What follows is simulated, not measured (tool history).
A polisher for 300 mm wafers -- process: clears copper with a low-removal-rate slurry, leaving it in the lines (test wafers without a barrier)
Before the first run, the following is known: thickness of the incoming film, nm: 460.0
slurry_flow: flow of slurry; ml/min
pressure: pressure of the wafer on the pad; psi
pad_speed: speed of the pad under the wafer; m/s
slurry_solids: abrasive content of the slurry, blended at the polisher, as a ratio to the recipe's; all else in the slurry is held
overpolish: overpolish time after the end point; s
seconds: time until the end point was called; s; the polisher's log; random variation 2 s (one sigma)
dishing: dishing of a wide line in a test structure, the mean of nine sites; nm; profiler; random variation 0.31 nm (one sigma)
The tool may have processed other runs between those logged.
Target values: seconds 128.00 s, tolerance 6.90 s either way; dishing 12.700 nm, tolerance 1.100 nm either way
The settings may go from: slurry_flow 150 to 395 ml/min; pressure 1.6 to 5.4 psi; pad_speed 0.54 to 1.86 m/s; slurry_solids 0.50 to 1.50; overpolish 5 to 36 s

{"run": 1, "hour": 0.0, "slurry_flow": 250, "pressure": 3.5, "pad_speed": 1.18, "slurry_solids": 1.0, "overpolish": 18, "seconds": 123.23, "dishing": 43.786}
{"run": 2, "hour": 2.4, "slurry_flow": 250, "pressure": 2.9, "pad_speed": 1.18, "slurry_solids": 1.0, "overpolish": 18, "seconds": 140.72, "dishing": 35.867}
{"run": 3, "hour": 6.6, "slurry_flow": 250, "pressure": 2.9, "pad_speed": 1.3, "slurry_solids": 1.0, "overpolish": 18, "seconds": 129.08, "dishing": 41.01}
{"run": 4, "hour": 8.1, "slurry_flow": 250, "pressure": 3.3, "pad_speed": 1.3, "slurry_solids": 1.0, "overpolish": 18, "seconds": 115.12, "dishing": 44.658}
{"run": 5, "hour": 12.4, "slurry_flow": 255, "pressure": 2.8, "pad_speed": 1.36, "slurry_solids": 1.05, "overpolish": 14, "seconds": 126.22, "dishing": 32.993}
{"run": 6, "hour": 18.6, "slurry_flow": 255, "pressure": 2.8, "pad_speed": 1.66, "slurry_solids": 1.05, "overpolish": 14, "seconds": 102.82, "dishing": 37.799}
{"run": 7, "hour": 22.6, "slurry_flow": 250, "pressure": 2.5, "pad_speed": 1.64, "slurry_solids": 1.15, "overpolish": 12, "seconds": 111.22, "dishing": 33.84}
{"run": 8, "hour": 27.4, "slurry_flow": 290, "pressure": 2.3, "pad_speed": 1.68, "slurry_solids": 0.95, "overpolish": 10, "seconds": 119.95, "dishing": 25.803}
{"run": 9, "hour": 34.2, "slurry_flow": 320, "pressure": 2.2, "pad_speed": 1.72, "slurry_solids": 0.85, "overpolish": 9, "seconds": 124.34, "dishing": 22.292}

4 candidate next runs follow, results not yet known. Just one meets every target within its allowed miss. Identify it.
{"run": "A", "hour": 41.0, "slurry_flow": 380, "pressure": 2.5, "pad_speed": 1.66, "slurry_solids": 0.95, "overpolish": 5, "seconds": "?", "dishing": "?"}
{"run": "B", "hour": 41.0, "slurry_flow": 340, "pressure": 2.8, "pad_speed": 1.72, "slurry_solids": 0.6, "overpolish": 5, "seconds": "?", "dishing": "?"}
{"run": "C", "hour": 41.0, "slurry_flow": 315, "pressure": 2.4, "pad_speed": 1.66, "slurry_solids": 0.65, "overpolish": 5, "seconds": "?", "dishing": "?"}
{"run": "D", "hour": 41.0, "slurry_flow": 320, "pressure": 2.4, "pad_speed": 1.86, "slurry_solids": 0.7, "overpolish": 5, "seconds": "?", "dishing": "?"}

move=A seconds=111.44 dishing=14.493
move=B seconds=110.63 dishing=14.620
move=C seconds=126.09 dishing=12.890
move=D seconds=111.41 dishing=14.487
A: nearer than the last run, and not there yet
B: nearer than the last run, and not there yet
C: every result lands within tolerance
D: nearer than the last run, and not there yet
So the answer is move C, the one that meets all the targets.
